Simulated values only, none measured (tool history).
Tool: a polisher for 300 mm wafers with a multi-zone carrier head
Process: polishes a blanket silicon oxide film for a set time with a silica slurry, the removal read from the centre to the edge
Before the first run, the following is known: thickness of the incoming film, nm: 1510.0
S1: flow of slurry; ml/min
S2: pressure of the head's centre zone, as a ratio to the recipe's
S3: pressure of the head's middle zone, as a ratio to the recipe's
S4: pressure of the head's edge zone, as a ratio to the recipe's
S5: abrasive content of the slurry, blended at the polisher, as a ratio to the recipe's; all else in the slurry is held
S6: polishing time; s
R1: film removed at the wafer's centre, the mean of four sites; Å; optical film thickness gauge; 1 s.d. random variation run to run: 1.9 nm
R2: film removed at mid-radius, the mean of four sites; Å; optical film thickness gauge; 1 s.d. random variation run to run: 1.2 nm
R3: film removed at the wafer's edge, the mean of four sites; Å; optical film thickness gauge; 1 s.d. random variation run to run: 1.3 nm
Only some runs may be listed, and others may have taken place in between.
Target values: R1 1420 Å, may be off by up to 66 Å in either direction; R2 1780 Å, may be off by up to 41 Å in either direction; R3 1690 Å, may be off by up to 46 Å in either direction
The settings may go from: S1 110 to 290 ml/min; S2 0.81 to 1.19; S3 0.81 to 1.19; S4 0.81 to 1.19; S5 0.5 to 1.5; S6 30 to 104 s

Run 1, hour 0: S1 185 ml/min, S2 1, S3 1, S4 1, S5 1, S6 67 s. Result: R1 1783.7 Å, R2 1731.2 Å, R3 1733.4 Å.
Run 2, hour 6.3: S1 140 ml/min, S2 1, S3 1, S4 1, S5 1, S6 67 s. Result: R1 1616.7 Å, R2 1639.6 Å, R3 1672.3 Å.
Run 3, hour 8.9: S1 140 ml/min, S2 0.94, S3 1, S4 1, S5 1, S6 67 s. Result: R1 1583.8 Å, R2 1653.3 Å, R3 1696.2 Å.
Run 4, hour 10.5: S1 140 ml/min, S2 0.94, S3 1, S4 1, S5 1.15, S6 67 s. Result: R1 1624.4 Å, R2 1729 Å, R3 1767 Å.
Run 5, hour 17.5: S1 140 ml/min, S2 0.94, S3 1, S4 1, S5 1.25, S6 67 s. Result: R1 1668.4 Å, R2 1770.5 Å, R3 1822.9 Å.
Run 6, hour 26: S1 140 ml/min, S2 0.94, S3 1.04, S4 1, S5 1.25, S6 67 s. Result: R1 1726 Å, R2 1834.5 Å, R3 1820.7 Å.
Run 7, hour 34.9: S1 135 ml/min, S2 0.92, S3 1.05, S4 1, S5 1.25, S6 67 s. Result: R1 1627.7 Å, R2 1835.5 Å, R3 1803.9 Å.
Run 8, hour 43.5: S1 130 ml/min, S2 0.91, S3 1.05, S4 0.99, S5 1.25, S6 67 s. Result: R1 1576.3 Å, R2 1853.1 Å, R3 1786.8 Å.
Run 9, hour 47.7: S1 130 ml/min, S2 0.91, S3 1.05, S4 0.98, S5 1.25, S6 67 s. Result: R1 1595.7 Å, R2 1811.7 Å, R3 1798.9 Å.
Run 10, hour 48.8: S1 130 ml/min, S2 0.9, S3 1.06, S4 0.97, S5 1.25, S6 67 s. Result: R1 1620.4 Å, R2 1873.4 Å, R3 1780.3 Å.
Run 11, hour 56.4: S1 130 ml/min, S2 0.89, S3 1.06, S4 0.97, S5 1.25, S6 67 s. Result: R1 1569.5 Å, R2 1866.1 Å, R3 1788.4 Å.

Exactly one of the 4 candidate moves below puts every result within its allowed miss. Which one?
Run A, hour 64: S1 150 ml/min, S2 0.87, S3 1.03, S4 0.95, S5 1.5, S6 66 s. Result: R1 ?, R2 ?, R3 ?.
Run B, hour 64: S1 130 ml/min, S2 0.9, S3 1.07, S4 0.97, S5 1.25, S6 68 s. Result: R1 ?, R2 ?, R3 ?.
Run C, hour 64: S1 125 ml/min, S2 0.89, S3 1.14, S4 1.08, S5 1.4, S6 59 s. Result: R1 ?, R2 ?, R3 ?.
Run D, hour 64: S1 130 ml/min, S2 0.94, S3 1.02, S4 1, S5 1.45, S6 60 s. Result: R1 ?, R2 ?, R3 ?.

move      R1      R2      R3
   A  1635.8  1938.2  1872.8
   B  1597.6  1892.6  1797.4
   C    1413    1785  1675.4
   D    1547  1686.6  1685.9
A: misses by more than the last run did
B: misses by more than the last run did
C: meets every target
D: as far off as the last run
The right move is C.
